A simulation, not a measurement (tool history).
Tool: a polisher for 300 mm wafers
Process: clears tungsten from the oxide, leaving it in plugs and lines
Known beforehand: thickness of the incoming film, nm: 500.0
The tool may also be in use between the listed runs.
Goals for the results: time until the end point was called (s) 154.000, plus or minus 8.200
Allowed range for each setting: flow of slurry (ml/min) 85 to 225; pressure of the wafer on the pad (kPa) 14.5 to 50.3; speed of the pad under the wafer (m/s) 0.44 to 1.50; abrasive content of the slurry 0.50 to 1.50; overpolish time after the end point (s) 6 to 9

run,hour,flow of slurry (ml/min),pressure of the wafer on the pad (kPa),speed of the pad under the wafer (m/s),abrasive content of the slurry,overpolish time after the end point (s),time until the end point was called (s)
1,0.0,145,32.4,0.96,1.00,9,91.624
2,4.0,145,28.3,0.94,1.00,9,106.100
3,8.8,145,25.5,0.94,1.00,9,112.000
4,12.6,145,21.4,0.94,1.00,9,127.020
5,13.2,145,21.4,0.94,1.20,9,121.890
6,13.9,145,19.3,0.94,1.20,9,138.390
7,14.8,145,18.6,0.94,1.20,9,138.560
8,22.5,145,17.9,0.94,1.20,9,138.310

Exactly one of the 5 candidate moves below puts every result within its allowed miss. Which one?
A,30.2,175,14.5,0.98,1.20,6,?
B,30.2,140,14.5,1.18,1.45,6,?
C,30.2,150,21.4,0.90,1.05,6,?
D,30.2,135,20.7,0.96,1.15,9,?
E,30.2,140,14.5,0.86,1.05,9,?

move,time until the end point was called (s)
A,153.760
B,130.050
C,134.350
D,130.070
E,182.650
A: every result within its allowed miss
B: its largest miss is bigger than the last run's
C: its largest miss is bigger than the last run's
D: its largest miss is bigger than the last run's
E: takes the biggest miss from the last run beyond its target
Correct choice: A, which meets every target
